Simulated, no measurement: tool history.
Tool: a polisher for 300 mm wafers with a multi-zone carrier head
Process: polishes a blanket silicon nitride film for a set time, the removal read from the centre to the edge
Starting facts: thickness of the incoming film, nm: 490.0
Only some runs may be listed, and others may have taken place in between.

| run | hour | flow of slurry (ml/min) | pressure of the head's centre zone | pressure of the head's middle zone | pressure of the head's edge zone | polishing time (s) | film removed at the wafer's centre (nm) | film removed at mid-radius (nm) | film removed at the wafer's edge (nm) |
|---|---|---|---|---|---|---|---|---|---|
| 1 | 0.0 | 240 | 1.00 | 1.00 | 1.00 | 49 | 96.693 | 98.184 | 96.533 |
| 2 | 9.0 | 240 | 1.00 | 0.92 | 1.00 | 49 | 95.939 | 91.041 | 94.652 |
| 3 | 13.1 | 240 | 0.99 | 0.93 | 0.98 | 48 | 93.470 | 90.633 | 94.520 |
| 4 | 17.9 | 240 | 0.99 | 0.96 | 0.97 | 46 | 89.807 | 89.343 | 87.401 |
| 5 | 24.9 | 235 | 0.97 | 0.96 | 0.95 | 46 | 87.847 | 89.885 | 89.572 |
| 6 | 30.7 | 240 | 0.97 | 0.97 | 0.94 | 45 | 86.359 | 88.514 | 83.366 |
|  | 37.8 | worn pad replaced by a new one |
| 7 | 37.8 | 240 | 0.96 | 0.97 | 0.93 | 45 | 94.145 | 99.333 | 94.286 |

Run 8 comes next. What will it give?
| 8 | 38.4 | 235 | 0.96 | 0.99 | 0.94 | 44 | ? | ? | ? |

film removed at the wafer's centre (nm): 92.553
film removed at mid-radius (nm): 96.995
film removed at the wafer's edge (nm): 92.306
